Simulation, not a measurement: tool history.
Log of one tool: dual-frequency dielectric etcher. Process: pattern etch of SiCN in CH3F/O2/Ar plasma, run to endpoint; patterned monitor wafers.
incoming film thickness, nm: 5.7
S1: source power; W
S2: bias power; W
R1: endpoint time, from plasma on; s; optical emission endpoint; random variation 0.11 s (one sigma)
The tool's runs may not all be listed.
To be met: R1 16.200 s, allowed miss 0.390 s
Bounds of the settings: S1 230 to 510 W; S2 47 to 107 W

| run | hour | S1 | S2 | R1 |
|---|---|---|---|---|
| 1 | 0.0 | 370 | 77 | 14.710 |
| 2 | 6.6 | 360 | 76 | 14.850 |
| 3 | 13.1 | 390 | 76 | 14.165 |
| 4 | 21.5 | 420 | 76 | 13.886 |
| 5 | 23.6 | 480 | 76 | 13.167 |
| 6 | 30.4 | 460 | 74 | 13.595 |
| 7 | 35.0 | 440 | 73 | 13.678 |
| 8 | 43.1 | 420 | 72 | 14.113 |
| 9 | 45.0 | 410 | 71 | 14.204 |

Which of these 5 next moves meets every target?
| A | 46.9 | 330 | 60 | ? |
| B | 46.9 | 470 | 75 | ? |
| C | 46.9 | 510 | 86 | ? |
| D | 46.9 | 380 | 72 | ? |
| E | 46.9 | 460 | 78 | ? |

| move | R1 |
|---|---|
| A | 16.114 |
| B | 13.246 |
| C | 12.366 |
| D | 14.549 |
| E | 13.219 |
A: meets every target
B: further off than the last run
C: further off than the last run
D: nearer than the last run, and not there yet
E: further off than the last run
Answer: A
